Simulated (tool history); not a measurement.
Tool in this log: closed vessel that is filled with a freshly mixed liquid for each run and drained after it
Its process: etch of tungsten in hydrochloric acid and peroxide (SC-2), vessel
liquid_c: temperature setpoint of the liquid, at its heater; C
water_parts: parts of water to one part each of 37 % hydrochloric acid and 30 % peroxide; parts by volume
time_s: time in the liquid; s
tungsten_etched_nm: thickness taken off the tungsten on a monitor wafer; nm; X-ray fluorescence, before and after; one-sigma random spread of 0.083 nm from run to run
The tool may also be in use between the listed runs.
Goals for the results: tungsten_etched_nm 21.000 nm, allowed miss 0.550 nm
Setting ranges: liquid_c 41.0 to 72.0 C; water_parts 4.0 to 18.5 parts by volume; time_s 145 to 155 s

run 1 hour=0.0 | liquid_c=57.0 water_parts=10.5 time_s=145 | tungsten_etched_nm=57.395
run 2 hour=1.6 | liquid_c=57.0 water_parts=10.5 time_s=155 | tungsten_etched_nm=61.496
run 3 hour=5.2 | liquid_c=57.0 water_parts=10.5 time_s=155 | tungsten_etched_nm=61.326
run 4 hour=11.3 | liquid_c=52.0 water_parts=10.5 time_s=155 | tungsten_etched_nm=44.489
-- hour=12.5 thermometer replaced
run 5 hour=12.5 | liquid_c=52.0 water_parts=8.5 time_s=155 | tungsten_etched_nm=47.305
run 6 hour=19.9 | liquid_c=49.5 water_parts=8.5 time_s=155 | tungsten_etched_nm=40.095
run 7 hour=20.8 | liquid_c=47.5 water_parts=8.5 time_s=155 | tungsten_etched_nm=35.242
run 8 hour=23.7 | liquid_c=46.0 water_parts=9.0 time_s=155 | tungsten_etched_nm=30.414
run 9 hour=32.1 | liquid_c=45.0 water_parts=9.0 time_s=155 | tungsten_etched_nm=28.135
run 10 hour=39.3 | liquid_c=44.0 water_parts=9.0 time_s=155 | tungsten_etched_nm=26.405
run 11 hour=46.5 | liquid_c=43.5 water_parts=9.0 time_s=155 | tungsten_etched_nm=25.611
run 12 hour=52.3 | liquid_c=43.0 water_parts=9.0 time_s=155 | tungsten_etched_nm=24.521
run 13 hour=56.5 | liquid_c=42.5 water_parts=9.0 time_s=155 | tungsten_etched_nm=23.864
run 14 hour=64.5 | liquid_c=42.0 water_parts=9.0 time_s=155 | tungsten_etched_nm=23.080

Exactly one of the 5 candidate moves below puts every result within its allowed miss. Which one?
run A hour=72.5 | liquid_c=41.5 water_parts=10.0 time_s=150 | tungsten_etched_nm=?
run B hour=72.5 | liquid_c=41.0 water_parts=9.0 time_s=145 | tungsten_etched_nm=?
run C hour=72.5 | liquid_c=43.0 water_parts=11.5 time_s=150 | tungsten_etched_nm=?
run D hour=72.5 | liquid_c=44.0 water_parts=13.0 time_s=155 | tungsten_etched_nm=?
run E hour=72.5 | liquid_c=43.0 water_parts=11.0 time_s=155 | tungsten_etched_nm=?

move=A tungsten_etched_nm=19.540
move=B tungsten_etched_nm=19.892
move=C tungsten_etched_nm=19.291
move=D tungsten_etched_nm=19.231
move=E tungsten_etched_nm=20.701
A: pushes the last run's worst result past its target
B: pushes the last run's worst result past its target
C: pushes the last run's worst result past its target
D: pushes the last run's worst result past its target
E: all results in spec
E meets every target.
